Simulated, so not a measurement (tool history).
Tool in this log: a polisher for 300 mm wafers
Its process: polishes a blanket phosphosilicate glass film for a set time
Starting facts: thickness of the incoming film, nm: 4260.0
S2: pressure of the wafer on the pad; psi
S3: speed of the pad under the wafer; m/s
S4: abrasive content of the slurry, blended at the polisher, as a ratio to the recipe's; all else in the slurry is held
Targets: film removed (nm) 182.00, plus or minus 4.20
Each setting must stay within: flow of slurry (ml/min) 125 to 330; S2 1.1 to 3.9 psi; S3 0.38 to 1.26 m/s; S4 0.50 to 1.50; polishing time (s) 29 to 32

{"run": 1, "day": 0.0, "flow of slurry (ml/min)": 210, "S2": 2.5, "S3": 0.82, "S4": 1.0, "polishing time (s)": 32, "film removed (nm)": 155.26}
{"run": 2, "day": 0.071, "flow of slurry (ml/min)": 210, "S2": 2.5, "S3": 0.82, "S4": 1.0, "polishing time (s)": 29, "film removed (nm)": 140.95}
{"run": 3, "day": 0.421, "flow of slurry (ml/min)": 210, "S2": 2.5, "S3": 1.0, "S4": 1.0, "polishing time (s)": 29, "film removed (nm)": 164.57}
{"run": 4, "day": 0.667, "flow of slurry (ml/min)": 215, "S2": 2.5, "S3": 1.0, "S4": 1.0, "polishing time (s)": 29, "film removed (nm)": 162.58}
{"run": 5, "day": 0.933, "flow of slurry (ml/min)": 215, "S2": 2.6, "S3": 1.0, "S4": 1.0, "polishing time (s)": 29, "film removed (nm)": 171.95}
{"run": 6, "day": 1.238, "flow of slurry (ml/min)": 215, "S2": 2.6, "S3": 1.18, "S4": 1.0, "polishing time (s)": 29, "film removed (nm)": 197.26}
{"run": 7, "day": 1.496, "flow of slurry (ml/min)": 180, "S2": 2.4, "S3": 1.18, "S4": 1.0, "polishing time (s)": 29, "film removed (nm)": 176.21}
{"run": 8, "day": 1.533, "flow of slurry (ml/min)": 185, "S2": 2.4, "S3": 1.18, "S4": 1.0, "polishing time (s)": 29, "film removed (nm)": 176.96}
{"run": 9, "day": 1.617, "flow of slurry (ml/min)": 190, "S2": 2.4, "S3": 1.18, "S4": 1.0, "polishing time (s)": 29, "film removed (nm)": 176.19}

Of the 5 settings listed for the next run, only one would bring every result within its allowed miss of target. Which one?
{"run": "A", "day": 1.7, "flow of slurry (ml/min)": 220, "S2": 2.5, "S3": 1.26, "S4": 0.8, "polishing time (s)": 32, "film removed (nm)": "?"}
{"run": "B", "day": 1.7, "flow of slurry (ml/min)": 215, "S2": 2.3, "S3": 1.14, "S4": 0.95, "polishing time (s)": 29, "film removed (nm)": "?"}
{"run": "C", "day": 1.7, "flow of slurry (ml/min)": 150, "S2": 2.5, "S3": 1.12, "S4": 0.95, "polishing time (s)": 32, "film removed (nm)": "?"}
{"run": "D", "day": 1.7, "flow of slurry (ml/min)": 210, "S2": 2.5, "S3": 1.22, "S4": 0.8, "polishing time (s)": 29, "film removed (nm)": "?"}
{"run": "E", "day": 1.7, "flow of slurry (ml/min)": 175, "S2": 2.4, "S3": 1.08, "S4": 1.0, "polishing time (s)": 31, "film removed (nm)": "?"}

move=A film_removed_(nm)=197.73
move=B film_removed_(nm)=166.88
move=C film_removed_(nm)=185.23
move=D film_removed_(nm)=173.52
move=E film_removed_(nm)=176.98
A: pushes the last run's worst result past its target
B: misses by more than the last run did
C: all results land within tolerance of their targets
D: misses by more than the last run did
E: an improvement on the last run, though not all results are within tolerance
Answer: C

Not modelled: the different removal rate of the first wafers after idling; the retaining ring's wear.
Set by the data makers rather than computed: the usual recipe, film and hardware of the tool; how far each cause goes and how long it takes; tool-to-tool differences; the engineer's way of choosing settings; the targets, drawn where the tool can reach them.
